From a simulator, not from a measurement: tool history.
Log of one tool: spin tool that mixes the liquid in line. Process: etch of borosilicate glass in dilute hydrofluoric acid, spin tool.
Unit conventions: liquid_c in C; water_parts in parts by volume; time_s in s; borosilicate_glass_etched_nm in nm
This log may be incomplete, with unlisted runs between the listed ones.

Run 1, hour 0.0: liquid_c 24.0 C, water_parts 275 parts by volume, time_s 65 s. Result: borosilicate_glass_etched_nm 4.3491 nm.
Run 2, hour 5.1: liquid_c 24.0 C, water_parts 340 parts by volume, time_s 65 s. Result: borosilicate_glass_etched_nm 3.3035 nm.
Run 3, hour 12.7: liquid_c 24.0 C, water_parts 240 parts by volume, time_s 65 s. Result: borosilicate_glass_etched_nm 5.3005 nm.
Run 4, hour 14.2: liquid_c 24.0 C, water_parts 170 parts by volume, time_s 65 s. Result: borosilicate_glass_etched_nm 7.9817 nm.
Run 5, hour 16.7: liquid_c 24.0 C, water_parts 95 parts by volume, time_s 65 s. Result: borosilicate_glass_etched_nm 15.6610 nm.
Run 6, hour 25.4: liquid_c 24.0 C, water_parts 95 parts by volume, time_s 65 s. Result: borosilicate_glass_etched_nm 15.8160 nm.
Run 7, hour 29.6: liquid_c 22.5 C, water_parts 120 parts by volume, time_s 65 s. Result: borosilicate_glass_etched_nm 11.2400 nm.
Run 8, hour 38.4: liquid_c 21.0 C, water_parts 125 parts by volume, time_s 65 s. Result: borosilicate_glass_etched_nm 10.2030 nm.

Run 9 is up next; what results do you expect?
Run 9, hour 42.2: liquid_c 20.0 C, water_parts 130 parts by volume, time_s 65 s. Result: borosilicate_glass_etched_nm ?.

{"run 9": {"borosilicate_glass_etched_nm": 9.4004}}
